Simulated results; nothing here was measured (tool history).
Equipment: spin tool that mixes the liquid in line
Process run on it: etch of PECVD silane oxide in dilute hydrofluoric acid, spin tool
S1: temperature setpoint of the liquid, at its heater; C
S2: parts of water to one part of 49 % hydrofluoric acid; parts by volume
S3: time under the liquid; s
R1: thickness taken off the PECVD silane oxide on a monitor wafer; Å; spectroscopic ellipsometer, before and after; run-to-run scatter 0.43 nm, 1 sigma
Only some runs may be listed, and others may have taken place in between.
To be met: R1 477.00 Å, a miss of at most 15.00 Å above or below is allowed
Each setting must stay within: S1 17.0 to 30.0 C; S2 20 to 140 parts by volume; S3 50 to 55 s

run    day    S1   S2  S3      R1
  1  0.000  22.0   75  50  336.70
  2  0.300  20.5   75  50  312.40
  3  0.600  20.5   75  50  311.75
  4  0.908  20.5   95  50  243.79
  5  1.125  20.5  110  50  206.78
  6  1.383  20.5  120  50  190.59
  7  1.433  23.5  105  50  246.72
  8  1.712  25.5   95  50  298.22
  9  1.850  27.0   85  50  358.61
 10  2.108  28.0   80  50  399.53

Exactly one of the 5 candidate moves below puts every result within its allowed miss. Which one?
  A  2.367  30.0  85  55   ?
  B  2.367  28.5  75  55   ?
  C  2.367  22.5  55  55   ?
  D  2.367  23.5  60  50   ?
  E  2.367  28.0  80  55   ?

move      R1
   A  438.37
   B  475.78
   C  523.76
   D  451.94
   E  434.40
A: gains on the last run, yet a result remains outside its allowed miss
B: all results land within tolerance of their targets
C: takes the biggest miss from the last run beyond its target
D: gains on the last run, yet a result remains outside its allowed miss
E: gains on the last run, yet a result remains outside its allowed miss
The right move is B.
